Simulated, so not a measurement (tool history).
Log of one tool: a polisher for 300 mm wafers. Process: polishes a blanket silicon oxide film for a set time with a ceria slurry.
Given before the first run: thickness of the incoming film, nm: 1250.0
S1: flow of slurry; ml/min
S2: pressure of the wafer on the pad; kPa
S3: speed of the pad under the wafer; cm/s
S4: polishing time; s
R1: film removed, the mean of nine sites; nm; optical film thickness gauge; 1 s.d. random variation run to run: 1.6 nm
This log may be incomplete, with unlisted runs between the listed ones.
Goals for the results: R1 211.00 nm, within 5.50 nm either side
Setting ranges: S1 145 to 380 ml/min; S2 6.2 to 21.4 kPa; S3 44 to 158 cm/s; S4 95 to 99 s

{"run": 1, "hour": 0.0, "S1": 245, "S2": 13.8, "S3": 100, "S4": 95, "R1": 236.22}
{"run": 2, "hour": 1.2, "S1": 190, "S2": 13.8, "S3": 100, "S4": 95, "R1": 221.94}
{"run": 3, "hour": 3.8, "S1": 190, "S2": 13.8, "S3": 124, "S4": 95, "R1": 273.57}
{"run": 4, "hour": 7.2, "S1": 145, "S2": 13.8, "S3": 124, "S4": 95, "R1": 253.97}
{"run": 5, "hour": 14.5, "S1": 145, "S2": 13.8, "S3": 114, "S4": 95, "R1": 232.88}
{"run": 6, "hour": 18.3, "S1": 145, "S2": 11.0, "S3": 114, "S4": 95, "R1": 187.18}
{"run": 7, "hour": 22.6, "S1": 160, "S2": 11.0, "S3": 114, "S4": 95, "R1": 197.31}
{"run": 8, "hour": 27.0, "S1": 170, "S2": 11.0, "S3": 114, "S4": 95, "R1": 196.95}
{"run": 9, "hour": 32.1, "S1": 180, "S2": 11.0, "S3": 114, "S4": 95, "R1": 197.54}
{"run": 10, "hour": 35.1, "S1": 190, "S2": 11.0, "S3": 114, "S4": 95, "R1": 202.55}

5 candidate next runs follow, results not yet known. Just one meets every target within its allowed miss. Identify it.
{"run": "A", "hour": 38.1, "S1": 205, "S2": 10.3, "S3": 114, "S4": 96, "R1": "?"}
{"run": "B", "hour": 38.1, "S1": 145, "S2": 11.7, "S3": 108, "S4": 98, "R1": "?"}
{"run": "C", "hour": 38.1, "S1": 220, "S2": 11.7, "S3": 102, "S4": 95, "R1": "?"}
{"run": "D", "hour": 38.1, "S1": 205, "S2": 9.7, "S3": 134, "S4": 99, "R1": "?"}
{"run": "E", "hour": 38.1, "S1": 150, "S2": 14.5, "S3": 92, "S4": 99, "R1": "?"}

move=A R1=195.98
move=B R1=195.40
move=C R1=199.23
move=D R1=221.47
move=E R1=209.55
A: its largest miss is bigger than the last run's
B: its largest miss is bigger than the last run's
C: its largest miss is bigger than the last run's
D: carries the result that was furthest off beyond its target, to the other side
E: all results land within tolerance of their targets
Go with E: it meets all targets.
